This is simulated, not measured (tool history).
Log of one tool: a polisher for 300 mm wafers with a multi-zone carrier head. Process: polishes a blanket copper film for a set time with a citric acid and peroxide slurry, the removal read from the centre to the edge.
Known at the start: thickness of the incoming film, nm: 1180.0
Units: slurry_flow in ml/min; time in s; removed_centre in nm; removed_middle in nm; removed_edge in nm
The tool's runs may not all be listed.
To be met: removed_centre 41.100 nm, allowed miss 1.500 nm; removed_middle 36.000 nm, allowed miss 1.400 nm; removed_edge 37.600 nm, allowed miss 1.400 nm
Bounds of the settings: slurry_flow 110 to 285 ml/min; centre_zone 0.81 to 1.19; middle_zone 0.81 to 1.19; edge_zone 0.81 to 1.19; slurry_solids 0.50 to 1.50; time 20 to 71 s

run,hour,slurry_flow,centre_zone,middle_zone,edge_zone,slurry_solids,time,removed_centre,removed_middle,removed_edge
1,0.0,180,1.00,1.00,1.00,1.00,45,46.606,47.465,48.120
2,2.2,180,1.00,1.00,1.00,1.00,37,38.885,39.392,39.540
3,6.1,180,1.00,1.00,1.07,1.00,37,38.098,39.491,40.788
4,13.8,180,1.03,0.98,1.04,0.95,37,39.406,38.792,40.415
5,15.6,180,1.03,0.98,1.04,0.95,33,35.380,33.701,35.956
6,24.3,195,1.05,0.99,1.04,0.95,33,35.839,35.076,36.268
7,28.0,195,1.05,0.99,1.04,0.95,33,37.039,34.892,36.255
8,29.5,205,1.07,0.99,1.05,0.95,33,36.878,34.909,36.256

5 next moves are on the table. One of them brings every result within its allowed miss. Which?
A,31.0,200,0.94,0.99,0.97,1.05,33,?,?,?
B,31.0,215,0.99,0.93,1.17,0.75,33,?,?,?
C,31.0,190,0.95,0.99,1.15,0.75,34,?,?,?
D,31.0,200,1.10,0.93,0.96,0.85,37,?,?,?
E,31.0,205,1.19,1.03,0.93,0.90,33,?,?,?

move,removed_centre,removed_middle,removed_edge
A,33.127,36.362,36.195
B,32.821,32.534,37.292
C,31.938,34.699,37.655
D,41.605,37.115,38.652
E,40.802,36.364,34.400
A: further off than the last run
B: further off than the last run
C: further off than the last run
D: meets every target
E: brings the result that was furthest off to its target, and leaves another outside
Answer: D

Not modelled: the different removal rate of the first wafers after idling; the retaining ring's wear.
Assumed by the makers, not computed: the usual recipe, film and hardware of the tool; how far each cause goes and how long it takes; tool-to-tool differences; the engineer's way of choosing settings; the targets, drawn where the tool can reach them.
